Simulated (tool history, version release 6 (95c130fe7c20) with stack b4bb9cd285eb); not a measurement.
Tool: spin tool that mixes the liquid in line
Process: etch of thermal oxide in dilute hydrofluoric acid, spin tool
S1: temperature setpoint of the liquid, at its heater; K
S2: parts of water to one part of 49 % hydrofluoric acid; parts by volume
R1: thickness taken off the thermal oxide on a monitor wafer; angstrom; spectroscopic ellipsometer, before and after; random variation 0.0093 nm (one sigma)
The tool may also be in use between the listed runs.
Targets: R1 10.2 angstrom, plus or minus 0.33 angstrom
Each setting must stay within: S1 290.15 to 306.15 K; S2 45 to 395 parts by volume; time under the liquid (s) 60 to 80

Run 1, day 0: S1 298.15 K, S2 220 parts by volume, time under the liquid (s) 80. Result: R1 16.532 angstrom.
Run 2, day 0.271: S1 296.15 K, S2 230 parts by volume, time under the liquid (s) 80. Result: R1 14.348 angstrom.
Run 3, day 0.421: S1 294.65 K, S2 235 parts by volume, time under the liquid (s) 80. Result: R1 13.341 angstrom.
Run 4, day 0.608: S1 293.65 K, S2 240 parts by volume, time under the liquid (s) 80. Result: R1 12.572 angstrom.
Run 5, day 0.825: S1 293.65 K, S2 240 parts by volume, time under the liquid (s) 80. Result: R1 12.899 angstrom.
Run 6, day 1.004: S1 293.15 K, S2 250 parts by volume, time under the liquid (s) 80. Result: R1 11.898 angstrom.
Run 7, day 1.275: S1 292.65 K, S2 255 parts by volume, time under the liquid (s) 80. Result: R1 11.447 angstrom.
Run 8, day 1.554: S1 292.15 K, S2 260 parts by volume, time under the liquid (s) 80. Result: R1 10.852 angstrom.
Run 9, day 1.742: S1 292.15 K, S2 260 parts by volume, time under the liquid (s) 80. Result: R1 10.905 angstrom.
Run 10, day 1.942: S1 292.15 K, S2 260 parts by volume, time under the liquid (s) 80. Result: R1 10.756 angstrom.

Pick the move, out of 4, that brings all results within their allowed miss; only one does.
Run A, day 2.142: S1 292.15 K, S2 250 parts by volume, time under the liquid (s) 80. Result: R1 ?.
Run B, day 2.142: S1 291.65 K, S2 245 parts by volume, time under the liquid (s) 80. Result: R1 ?.
Run C, day 2.142: S1 290.65 K, S2 235 parts by volume, time under the liquid (s) 80. Result: R1 ?.
Run D, day 2.142: S1 292.15 K, S2 260 parts by volume, time under the liquid (s) 75. Result: R1 ?.

move      R1
   A  11.195
   B  11.267
   C  11.421
   D  9.9951
A: lands further from the targets than the last run did
B: lands further from the targets than the last run did
C: lands further from the targets than the last run did
D: all results in spec
D is the move that brings every result within its allowed miss.
